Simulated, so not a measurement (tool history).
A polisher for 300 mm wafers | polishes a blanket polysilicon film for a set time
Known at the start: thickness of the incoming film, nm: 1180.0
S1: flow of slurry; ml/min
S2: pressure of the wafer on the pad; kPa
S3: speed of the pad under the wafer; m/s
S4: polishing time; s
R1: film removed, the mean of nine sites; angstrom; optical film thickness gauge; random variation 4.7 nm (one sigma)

Run 1, hour 0: S1 125 ml/min, S2 17.2 kPa, S3 0.76 m/s, S4 81 s. Result: R1 4298.9 angstrom.
Run 2, hour 8.9: S1 125 ml/min, S2 16.5 kPa, S3 0.76 m/s, S4 81 s. Result: R1 4240.7 angstrom.
Run 3, hour 14.2: S1 125 ml/min, S2 15.9 kPa, S3 0.76 m/s, S4 81 s. Result: R1 4122 angstrom.
Run 4, hour 16.4: S1 125 ml/min, S2 15.2 kPa, S3 0.76 m/s, S4 81 s. Result: R1 3948 angstrom.
Run 5, hour 18.7: S1 125 ml/min, S2 14.5 kPa, S3 0.76 m/s, S4 81 s. Result: R1 3878.1 angstrom.
Run 6, hour 22.9: S1 125 ml/min, S2 14.5 kPa, S3 0.76 m/s, S4 81 s. Result: R1 3825.5 angstrom.
Run 7, hour 28.4: S1 125 ml/min, S2 13.8 kPa, S3 0.76 m/s, S4 81 s. Result: R1 3748.9 angstrom.
Run 8, hour 34.8: S1 125 ml/min, S2 13.1 kPa, S3 0.76 m/s, S4 81 s. Result: R1 3595.8 angstrom.

Forecast run 9:
Run 9, hour 41.1: S1 125 ml/min, S2 12.4 kPa, S3 0.76 m/s, S4 81 s. Result: R1 ?.

R1: 3557.2 angstrom
